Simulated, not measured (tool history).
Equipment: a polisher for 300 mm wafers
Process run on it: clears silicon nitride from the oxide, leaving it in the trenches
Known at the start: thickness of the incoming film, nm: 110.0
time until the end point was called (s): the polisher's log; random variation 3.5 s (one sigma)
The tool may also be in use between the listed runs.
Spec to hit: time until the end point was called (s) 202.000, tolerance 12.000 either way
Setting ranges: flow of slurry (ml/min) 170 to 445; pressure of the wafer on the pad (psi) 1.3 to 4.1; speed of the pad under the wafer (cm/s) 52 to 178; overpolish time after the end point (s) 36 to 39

run,hour,flow of slurry (ml/min),pressure of the wafer on the pad (psi),speed of the pad under the wafer (cm/s),overpolish time after the end point (s),time until the end point was called (s)
1,0.0,285,2.7,114,36,99.011
2,7.2,285,2.7,114,36,93.813
3,9.2,285,2.7,124,36,92.244
4,16.3,285,2.5,118,36,103.460
5,18.2,285,2.0,118,36,129.560
6,24.0,245,2.0,118,36,122.740
7,26.5,290,1.3,90,36,255.890
8,29.7,290,1.4,90,36,223.370
9,31.6,290,1.5,90,36,213.270

Which single option among these 4 for the next run brings every result within its allowed miss of target? Just one does.
A,33.5,265,1.7,76,36,?
B,33.5,295,1.3,96,39,?
C,33.5,260,1.6,90,39,?
D,33.5,335,1.5,82,36,?

move,time until the end point was called (s)
A,227.780
B,232.610
C,205.510
D,234.270
A: its largest miss is bigger than the last run's
B: its largest miss is bigger than the last run's
C: meets every target
D: its largest miss is bigger than the last run's
The move that meets every target is C.
